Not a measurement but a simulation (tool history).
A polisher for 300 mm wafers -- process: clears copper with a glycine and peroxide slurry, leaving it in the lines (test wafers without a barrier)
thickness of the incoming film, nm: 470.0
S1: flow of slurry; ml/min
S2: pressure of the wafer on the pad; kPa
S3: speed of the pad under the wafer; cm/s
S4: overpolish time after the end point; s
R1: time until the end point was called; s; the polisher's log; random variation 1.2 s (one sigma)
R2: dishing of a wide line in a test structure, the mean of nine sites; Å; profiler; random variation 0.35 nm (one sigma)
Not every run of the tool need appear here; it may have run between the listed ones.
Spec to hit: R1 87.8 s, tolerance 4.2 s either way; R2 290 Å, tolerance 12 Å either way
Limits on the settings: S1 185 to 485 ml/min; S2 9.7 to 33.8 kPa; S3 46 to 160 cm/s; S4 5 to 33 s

run  hour   S1    S2   S3  S4      R1      R2
  1     0  310  21.4  102  17  72.068  310.91
  2   4.1  310  23.4  102  17  64.726   317.7
  3  10.3  375  23.4  102  17  65.995  313.13
  4  17.9  345  23.4  102  17  64.632  322.69
  5  24.4  345  21.4  102  16  69.908  304.09
  6  31.4  380  21.4  102  16  68.456  315.76
  7  32.5  370  19.3  100  15  77.401  297.58
  8  36.9  370  18.6  100  15  77.405  296.11
  9  43.8  370  17.9  100  15  82.053  295.98
 10  44.8  370  17.2  100  15  83.433  291.72

Consider the 5 candidate settings below. Which is the only one whose results all fall within their allowed miss of target?
  A  45.8  300  17.2  108  15   ?   ?
  B  45.8  405  13.8  132  16   ?   ?
  C  45.8  375  19.3   98  26   ?   ?
  D  45.8  405  17.2  108  15   ?   ?
  E  45.8  450  17.2   90  15   ?   ?

move      R1      R2
   A  78.411  289.39
   B  76.369     294
   C  76.751   329.1
   D  76.631  291.53
   E  88.226  282.84
A: misses by more than the last run did
B: misses by more than the last run did
C: misses by more than the last run did
D: misses by more than the last run did
E: hits every target within its allowed miss
So the answer is move E, the one that meets all the targets.
